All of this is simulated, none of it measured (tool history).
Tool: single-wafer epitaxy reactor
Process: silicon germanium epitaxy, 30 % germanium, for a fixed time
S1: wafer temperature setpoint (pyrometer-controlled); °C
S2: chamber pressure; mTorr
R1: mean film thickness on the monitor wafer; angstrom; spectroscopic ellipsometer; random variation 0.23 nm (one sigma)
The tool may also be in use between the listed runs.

{"run": 1, "hour": 0.0, "S1": 625, "S2": 15300, "R1": 870.34}
{"run": 2, "hour": 7.7, "S1": 628, "S2": 15400, "R1": 915.62}
{"run": 3, "hour": 9.4, "S1": 628, "S2": 13800, "R1": 878.02}
{"run": 4, "hour": 16.4, "S1": 619, "S2": 13800, "R1": 762.74}
{"run": 5, "hour": 21.0, "S1": 619, "S2": 11300, "R1": 702.14}
{"run": 6, "hour": 29.6, "S1": 619, "S2": 9200, "R1": 645.94}

Forecast run 7:
{"run": 7, "hour": 37.6, "S1": 631, "S2": 9900, "R1": "?"}

Run 7 gave R1 796.79 angstrom.
